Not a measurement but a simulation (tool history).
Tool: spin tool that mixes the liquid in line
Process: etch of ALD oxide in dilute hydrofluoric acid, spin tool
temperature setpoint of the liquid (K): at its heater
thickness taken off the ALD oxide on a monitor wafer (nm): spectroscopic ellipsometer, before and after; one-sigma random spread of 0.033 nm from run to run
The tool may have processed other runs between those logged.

run,hour,temperature setpoint of the liquid (K),parts of water to one part of 49 % hydrofluoric acid (parts by volume),time under the liquid (s),thickness taken off the ALD oxide on a monitor wafer (nm)
1,0.0,295.15,255,40,2.0585
2,1.5,293.65,255,40,1.8884
3,8.7,293.65,345,40,1.2941
4,11.9,296.65,300,40,1.7132
5,13.5,298.15,260,40,2.2218
6,20.3,296.65,260,40,2.0653

Run 7, settings as shown, results not yet in. Your forecast:
7,20.9,298.65,235,40,?

{"run 7": {"thickness taken off the ALD oxide on a monitor wafer (nm)": 2.5214}}
